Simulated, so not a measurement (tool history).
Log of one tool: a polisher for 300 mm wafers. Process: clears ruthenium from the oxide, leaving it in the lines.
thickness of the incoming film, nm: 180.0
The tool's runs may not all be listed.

| run | day | flow of slurry (ml/min) | pressure of the wafer on the pad (kPa) | speed of the pad under the wafer (cm/s) | overpolish time after the end point (s) | time until the end point was called (s) |
|---|---|---|---|---|---|---|
| 1 | 0 | 170 | 12.4 | 118 | 32 | 133.13 |
| 2 | 0.375 | 170 | 13.8 | 120 | 32 | 118.01 |
| 3 | 0.721 | 205 | 13.8 | 120 | 32 | 115.95 |
| 4 | 0.9 | 205 | 14.5 | 122 | 32 | 109.04 |
| 5 | 0.938 | 205 | 15.2 | 124 | 32 | 98.494 |
| 6 | 1.004 | 225 | 15.2 | 124 | 32 | 102.36 |
| 7 | 1.225 | 225 | 15.9 | 124 | 32 | 94.881 |

Forecast run 8:
| 8 | 1.588 | 225 | 16.5 | 126 | 32 | ? |

Run 8 gave time until the end point was called (s) 91.216.
